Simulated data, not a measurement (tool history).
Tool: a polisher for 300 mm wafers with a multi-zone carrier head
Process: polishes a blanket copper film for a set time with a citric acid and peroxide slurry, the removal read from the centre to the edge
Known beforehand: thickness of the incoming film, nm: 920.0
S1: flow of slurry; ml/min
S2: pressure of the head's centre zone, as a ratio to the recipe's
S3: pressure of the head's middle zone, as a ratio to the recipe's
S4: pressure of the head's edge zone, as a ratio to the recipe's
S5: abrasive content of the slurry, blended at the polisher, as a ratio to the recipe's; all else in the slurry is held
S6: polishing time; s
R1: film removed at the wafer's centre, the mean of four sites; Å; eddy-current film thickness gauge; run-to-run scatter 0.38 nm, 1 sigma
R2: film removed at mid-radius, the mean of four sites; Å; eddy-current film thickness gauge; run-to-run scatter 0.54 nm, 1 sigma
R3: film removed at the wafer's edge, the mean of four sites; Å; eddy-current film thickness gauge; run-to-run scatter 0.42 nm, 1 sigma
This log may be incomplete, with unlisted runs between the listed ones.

run,day,S1,S2,S3,S4,S5,S6,R1,R2,R3
1,0,125,1,1,1,1,36,558.36,551.68,551.37
2,0.238,115,0.99,0.96,0.99,0.9,36,534.99,515.91,528.79
3,0.479,105,0.98,0.92,1,0.8,36,506.85,480.6,505.94
4,0.654,100,0.98,0.89,1.02,0.75,36,487.79,445.16,505.6
5,0.758,100,0.9,0.89,1.02,0.75,36,451.18,461.4,505.16
6,0.862,95,0.92,0.87,1.01,0.7,36,433.25,423.09,487.87
7,0.904,95,0.94,0.86,0.99,0.7,36,457.97,429.96,482.15

Estimate the outcome of run 8 from the log above:
8,1.2,90,0.95,0.85,0.99,0.7,36,?,?,?

{"run 8": {"R1": 448.09, "R2": 416.19, "R3": 476.59}}
